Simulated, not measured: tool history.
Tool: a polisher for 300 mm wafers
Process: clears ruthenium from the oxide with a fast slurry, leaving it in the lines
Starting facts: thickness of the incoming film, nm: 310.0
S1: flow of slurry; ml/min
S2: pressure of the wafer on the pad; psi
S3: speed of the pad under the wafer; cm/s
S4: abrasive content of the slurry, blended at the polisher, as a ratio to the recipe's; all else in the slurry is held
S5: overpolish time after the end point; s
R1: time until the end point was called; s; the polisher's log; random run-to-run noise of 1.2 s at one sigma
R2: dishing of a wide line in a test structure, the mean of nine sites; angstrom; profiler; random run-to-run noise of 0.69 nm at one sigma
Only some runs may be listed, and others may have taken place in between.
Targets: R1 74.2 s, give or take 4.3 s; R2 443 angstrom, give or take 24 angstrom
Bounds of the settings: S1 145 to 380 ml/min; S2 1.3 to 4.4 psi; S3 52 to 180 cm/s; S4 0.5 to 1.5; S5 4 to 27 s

| run | hour | S1 | S2 | S3 | S4 | S5 | R1 | R2 |
|---|---|---|---|---|---|---|---|---|
| 1 | 0 | 245 | 2.8 | 116 | 1 | 14 | 60.519 | 628.87 |
| 2 | 2.8 | 290 | 2.8 | 116 | 1 | 14 | 59.403 | 611.5 |
| 3 | 9.3 | 290 | 2.8 | 116 | 1 | 17 | 61.174 | 722.94 |
| 4 | 12.3 | 290 | 3.1 | 116 | 1 | 17 | 53.425 | 792 |
| 5 | 15.4 | 290 | 2.9 | 114 | 1 | 16 | 59.29 | 706.25 |
| 6 | 16.9 | 290 | 2.8 | 114 | 1 | 15 | 63.034 | 637.1 |
| 7 | 22.7 | 290 | 2.7 | 114 | 1 | 14 | 63.792 | 586.42 |
| 8 | 31.1 | 290 | 2.6 | 114 | 1 | 13 | 65.626 | 537.73 |
| 9 | 33.2 | 290 | 2.5 | 114 | 1 | 13 | 68.47 | 508.09 |
| 10 | 39.2 | 290 | 2.4 | 114 | 1 | 13 | 70.449 | 502.43 |

Of the 4 settings listed for the next run, only one would bring every result within its allowed miss of target. Which one?
| A | 45.2 | 305 | 2.6 | 96 | 1.15 | 15 | ? | ? |
| B | 45.2 | 300 | 2.1 | 108 | 0.9 | 13 | ? | ? |
| C | 45.2 | 285 | 2.6 | 108 | 1 | 17 | ? | ? |
| D | 45.2 | 290 | 2.2 | 106 | 1.2 | 12 | ? | ? |

| move | R1 | R2 |
|---|---|---|
| A | 73.517 | 561.01 |
| B | 89.06 | 416.44 |
| C | 70.039 | 651.36 |
| D | 77.655 | 438.45 |
A: the biggest miss grows against the last run
B: takes the biggest miss from the last run beyond its target
C: the biggest miss grows against the last run
D: all results land within tolerance of their targets
D is the move that brings every result within its allowed miss.

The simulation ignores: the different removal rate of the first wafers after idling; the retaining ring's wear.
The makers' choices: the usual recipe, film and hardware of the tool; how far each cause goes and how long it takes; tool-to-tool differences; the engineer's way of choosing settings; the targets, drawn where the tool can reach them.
